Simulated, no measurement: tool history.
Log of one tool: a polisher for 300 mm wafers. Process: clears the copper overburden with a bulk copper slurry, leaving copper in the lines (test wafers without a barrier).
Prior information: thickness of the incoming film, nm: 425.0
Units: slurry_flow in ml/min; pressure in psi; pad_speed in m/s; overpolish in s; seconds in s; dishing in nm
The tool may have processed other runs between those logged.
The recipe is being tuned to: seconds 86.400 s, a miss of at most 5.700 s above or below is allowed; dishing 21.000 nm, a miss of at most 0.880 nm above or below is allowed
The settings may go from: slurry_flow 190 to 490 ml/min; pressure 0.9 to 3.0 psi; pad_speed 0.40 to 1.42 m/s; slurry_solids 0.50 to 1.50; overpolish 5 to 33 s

| run | day | slurry_flow | pressure | pad_speed | slurry_solids | overpolish | seconds | dishing |
|---|---|---|---|---|---|---|---|---|
| 1 | 0.000 | 315 | 1.9 | 0.90 | 1.00 | 17 | 66.560 | 33.132 |
| 2 | 0.188 | 315 | 1.9 | 0.90 | 0.90 | 17 | 72.021 | 32.694 |
| 3 | 0.404 | 315 | 1.9 | 0.90 | 0.90 | 21 | 71.606 | 34.893 |
| 4 | 0.462 | 315 | 1.9 | 0.90 | 0.90 | 14 | 68.554 | 31.407 |
| 5 | 0.579 | 315 | 1.9 | 0.90 | 0.90 | 20 | 71.725 | 34.348 |
| 6 | 0.712 | 290 | 1.9 | 0.90 | 0.90 | 20 | 73.276 | 34.358 |
| 7 | 1.017 | 380 | 1.3 | 1.10 | 0.95 | 12 | 84.326 | 25.688 |
| 8 | 1.258 | 385 | 1.3 | 1.12 | 0.95 | 11 | 82.879 | 24.933 |
| 9 | 1.496 | 390 | 1.3 | 1.14 | 0.95 | 10 | 86.156 | 23.739 |
| 10 | 1.604 | 390 | 1.3 | 1.16 | 0.95 | 9 | 84.476 | 22.744 |
| 11 | 1.650 | 390 | 1.2 | 1.20 | 0.95 | 5 | 83.558 | 15.315 |
| 12 | 1.696 | 400 | 1.2 | 1.20 | 0.95 | 5 | 86.398 | 15.525 |
| 13 | 1.725 | 405 | 1.2 | 1.20 | 0.95 | 5 | 86.027 | 15.342 |
| 14 | 1.971 | 400 | 1.2 | 1.20 | 0.95 | 6 | 82.699 | 16.938 |
| 15 | 2.262 | 405 | 1.2 | 1.20 | 0.95 | 6 | 85.542 | 17.212 |
| 16 | 2.375 | 405 | 1.2 | 1.20 | 0.95 | 6 | 84.698 | 17.106 |
| 17 | 2.688 | 410 | 1.2 | 1.20 | 0.95 | 6 | 84.933 | 17.208 |
| 18 | 2.950 | 415 | 1.2 | 1.20 | 0.95 | 6 | 84.956 | 17.257 |
| 19 | 3.204 | 420 | 1.2 | 1.20 | 0.95 | 6 | 85.893 | 17.513 |
| 20 | 3.521 | 425 | 1.2 | 1.20 | 0.95 | 6 | 85.137 | 17.248 |

Exercise: of the 5 proposed moves below, exactly one satisfies all targets within the stated allowed misses. Which move is it?
| A | 3.838 | 410 | 1.3 | 1.04 | 0.80 | 5 | ? | ? |
| B | 3.838 | 415 | 1.1 | 1.36 | 0.95 | 10 | ? | ? |
| C | 3.838 | 455 | 1.2 | 1.20 | 0.95 | 11 | ? | ? |
| D | 3.838 | 365 | 1.6 | 1.06 | 0.85 | 7 | ? | ? |
| E | 3.838 | 425 | 1.2 | 1.24 | 0.90 | 8 | ? | ? |

| move | seconds | dishing |
|---|---|---|
| A | 95.738 | 14.173 |
| B | 84.475 | 23.398 |
| C | 86.083 | 24.544 |
| D | 76.148 | 21.176 |
| E | 85.537 | 20.831 |
A: further off than the last run
B: takes the result that was furthest off past its target
C: takes the result that was furthest off past its target
D: gets the furthest-off result to its target, but another result is out of tolerance
E: hits every target within its allowed miss
Go with E: it meets all targets.

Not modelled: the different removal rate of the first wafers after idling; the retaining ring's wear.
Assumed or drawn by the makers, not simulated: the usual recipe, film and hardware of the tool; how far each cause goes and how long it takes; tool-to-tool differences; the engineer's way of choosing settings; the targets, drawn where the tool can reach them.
